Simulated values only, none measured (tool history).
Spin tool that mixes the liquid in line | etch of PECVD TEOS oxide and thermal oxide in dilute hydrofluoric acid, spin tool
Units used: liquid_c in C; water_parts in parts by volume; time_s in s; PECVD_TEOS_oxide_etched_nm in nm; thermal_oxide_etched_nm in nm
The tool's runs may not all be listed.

run 1 hour=0.0 | liquid_c=22.0 water_parts=255 time_s=180 | PECVD_TEOS_oxide_etched_nm=7.0226 thermal_oxide_etched_nm=2.3885
run 2 hour=0.9 | liquid_c=22.0 water_parts=220 time_s=180 | PECVD_TEOS_oxide_etched_nm=8.4624 thermal_oxide_etched_nm=2.8748
run 3 hour=5.3 | liquid_c=24.0 water_parts=210 time_s=180 | PECVD_TEOS_oxide_etched_nm=9.7941 thermal_oxide_etched_nm=3.2170
run 4 hour=13.5 | liquid_c=24.5 water_parts=200 time_s=180 | PECVD_TEOS_oxide_etched_nm=10.4040 thermal_oxide_etched_nm=3.3711
run 5 hour=18.0 | liquid_c=24.5 water_parts=185 time_s=180 | PECVD_TEOS_oxide_etched_nm=11.5240 thermal_oxide_etched_nm=3.7457
run 6 hour=22.8 | liquid_c=24.5 water_parts=185 time_s=245 | PECVD_TEOS_oxide_etched_nm=15.7050 thermal_oxide_etched_nm=5.1540

Estimate the outcome of run 7 from the log above:
run 7 hour=27.9 | liquid_c=24.0 water_parts=190 time_s=245 | PECVD_TEOS_oxide_etched_nm=? thermal_oxide_etched_nm=?

Run 7 yielded PECVD_TEOS_oxide_etched_nm 14.9250 nm, thermal_oxide_etched_nm 4.9526 nm.

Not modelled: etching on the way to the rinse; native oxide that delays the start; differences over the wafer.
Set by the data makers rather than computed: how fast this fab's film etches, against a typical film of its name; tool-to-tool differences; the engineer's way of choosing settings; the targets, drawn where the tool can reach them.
